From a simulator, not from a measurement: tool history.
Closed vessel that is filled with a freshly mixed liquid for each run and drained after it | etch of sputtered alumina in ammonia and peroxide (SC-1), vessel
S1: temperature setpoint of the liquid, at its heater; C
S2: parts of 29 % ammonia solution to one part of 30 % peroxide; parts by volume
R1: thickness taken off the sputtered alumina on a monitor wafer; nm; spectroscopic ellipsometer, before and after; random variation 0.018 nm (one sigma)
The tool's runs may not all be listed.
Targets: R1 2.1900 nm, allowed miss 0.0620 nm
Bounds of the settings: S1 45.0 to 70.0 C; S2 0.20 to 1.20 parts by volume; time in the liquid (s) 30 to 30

run 1 day=0.000 | S1=61.0 S2=0.90 time_in_the_liquid_(s)=30 | R1=4.1787
run 2 day=0.042 | S1=61.0 S2=1.10 time_in_the_liquid_(s)=30 | R1=4.1866
run 3 day=0.375 | S1=61.0 S2=1.10 time_in_the_liquid_(s)=30 | R1=4.2340
run 4 day=0.442 | S1=61.0 S2=0.95 time_in_the_liquid_(s)=30 | R1=4.2462
run 5 day=0.658 | S1=59.0 S2=0.95 time_in_the_liquid_(s)=30 | R1=3.7633
run 6 day=0.858 | S1=59.0 S2=0.95 time_in_the_liquid_(s)=30 | R1=3.7264
run 7 day=0.933 | S1=51.0 S2=0.90 time_in_the_liquid_(s)=30 | R1=2.4505
run 8 day=1.108 | S1=50.5 S2=0.90 time_in_the_liquid_(s)=30 | R1=2.3652

5 next moves are on the table. One of them brings every result within its allowed miss. Which?
run A day=1.283 | S1=47.5 S2=0.85 time_in_the_liquid_(s)=30 | R1=?
run B day=1.283 | S1=48.0 S2=0.90 time_in_the_liquid_(s)=30 | R1=?
run C day=1.283 | S1=47.5 S2=1.15 time_in_the_liquid_(s)=30 | R1=?
run D day=1.283 | S1=49.0 S2=0.85 time_in_the_liquid_(s)=30 | R1=?
run E day=1.283 | S1=47.5 S2=1.10 time_in_the_liquid_(s)=30 | R1=?

move=A R1=1.9978
move=B R1=2.0655
move=C R1=2.0561
move=D R1=2.1717
move=E R1=2.0474
A: takes the result that was furthest off past its target
B: takes the result that was furthest off past its target
C: takes the result that was furthest off past its target
D: meets every target
E: takes the result that was furthest off past its target
Move D is the one to make.

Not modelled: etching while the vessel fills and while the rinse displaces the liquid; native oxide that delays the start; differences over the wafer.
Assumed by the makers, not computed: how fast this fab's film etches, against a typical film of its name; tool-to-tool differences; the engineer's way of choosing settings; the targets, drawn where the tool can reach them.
